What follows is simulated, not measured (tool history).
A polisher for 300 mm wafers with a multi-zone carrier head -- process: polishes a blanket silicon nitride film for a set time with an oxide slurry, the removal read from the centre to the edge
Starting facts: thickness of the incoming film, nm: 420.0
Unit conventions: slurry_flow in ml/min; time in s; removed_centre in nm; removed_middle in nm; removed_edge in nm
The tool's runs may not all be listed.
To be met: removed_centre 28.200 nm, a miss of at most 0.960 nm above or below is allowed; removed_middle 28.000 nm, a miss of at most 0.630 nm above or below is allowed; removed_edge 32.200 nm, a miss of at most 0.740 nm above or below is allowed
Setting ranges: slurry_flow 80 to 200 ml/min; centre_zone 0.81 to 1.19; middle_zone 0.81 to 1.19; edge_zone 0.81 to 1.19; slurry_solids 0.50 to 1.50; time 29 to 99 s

run	day	slurry_flow	centre_zone	middle_zone	edge_zone	slurry_solids	time	removed_centre	removed_middle	removed_edge
1	0.000	130	1.00	1.00	1.00	1.00	64	49.555	49.749	52.535
2	0.212	130	1.00	1.00	1.00	1.20	64	53.336	52.413	56.470
3	0.504	130	1.00	1.00	1.00	1.20	57	47.308	46.395	49.802
4	0.700	130	0.94	1.00	1.00	1.20	57	44.548	47.114	49.553
5	1.012	130	0.94	0.92	1.00	1.20	57	45.480	43.943	49.234
6	1.242	115	0.92	0.88	0.99	0.95	55	38.837	36.507	43.308
7	1.429	110	0.89	0.87	0.94	0.80	54	34.618	33.327	39.242
8	1.729	105	0.88	0.87	0.90	0.70	53	31.728	31.120	35.722
9	2.088	100	0.87	0.86	0.87	0.65	53	29.918	29.593	34.490
# day 2.142: slurry nozzle cleaned
10	2.142	95	0.87	0.86	0.85	0.65	53	32.593	31.463	35.481
11	2.450	95	0.88	0.89	0.91	0.50	51	28.871	28.824	32.629
12	2.771	95	0.88	0.88	0.90	0.50	51	29.348	28.705	32.628

Of the 4 settings listed for the next run, only one would bring every result within its allowed miss of target. Which one?
A	3.092	80	0.96	0.85	0.82	0.50	55	?	?	?
B	3.092	95	0.85	0.81	1.02	0.50	51	?	?	?
C	3.092	95	0.91	0.84	0.99	0.60	46	?	?	?
D	3.092	95	0.88	0.88	0.93	0.50	50	?	?	?

move	removed_centre	removed_middle	removed_edge
A	30.314	28.099	32.218
B	28.282	26.772	34.333
C	27.825	26.069	32.013
D	28.298	28.077	32.253
A: moves away from the targets compared with the last run
B: the worst result of the last run now meets its target, but another is out of spec
C: the worst result of the last run now meets its target, but another is out of spec
D: in spec on every target
Correct choice: D, which meets every target
